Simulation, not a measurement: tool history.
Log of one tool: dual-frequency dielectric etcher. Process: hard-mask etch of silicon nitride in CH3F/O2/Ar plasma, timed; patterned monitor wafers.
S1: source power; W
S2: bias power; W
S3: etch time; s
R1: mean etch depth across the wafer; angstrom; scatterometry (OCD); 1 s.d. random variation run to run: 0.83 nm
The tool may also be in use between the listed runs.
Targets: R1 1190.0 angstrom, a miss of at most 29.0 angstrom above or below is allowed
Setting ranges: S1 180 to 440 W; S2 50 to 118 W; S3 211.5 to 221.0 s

run	hour	S1	S2	S3	R1
1	0.0	310	84	211.5	1350.9
2	8.5	270	84	211.5	1272.8
3	10.1	310	84	211.5	1349.3
4	15.8	310	93	211.5	1411.0
5	24.3	360	93	211.5	1497.9
6	25.9	330	93	211.5	1455.1
7	29.1	300	91	211.5	1369.4
8	36.5	280	90	211.5	1350.9
9	42.4	260	88	211.5	1291.7
10	48.7	250	87	211.5	1258.4

Next run, 5 choices. One meets every target within its allowed miss, the rest don't. Which?
A	55.0	270	90	211.5	?
B	55.0	280	90	211.5	?
C	55.0	260	89	219.5	?
D	55.0	180	95	216.5	?
E	55.0	260	92	214.0	?

move	R1
A	1319.6
B	1339.1
C	1341.9
D	1173.0
E	1328.3
A: moves away from the targets compared with the last run
B: moves away from the targets compared with the last run
C: moves away from the targets compared with the last run
D: every result within its allowed miss
E: moves away from the targets compared with the last run
So the answer is move D, the one that meets all the targets.
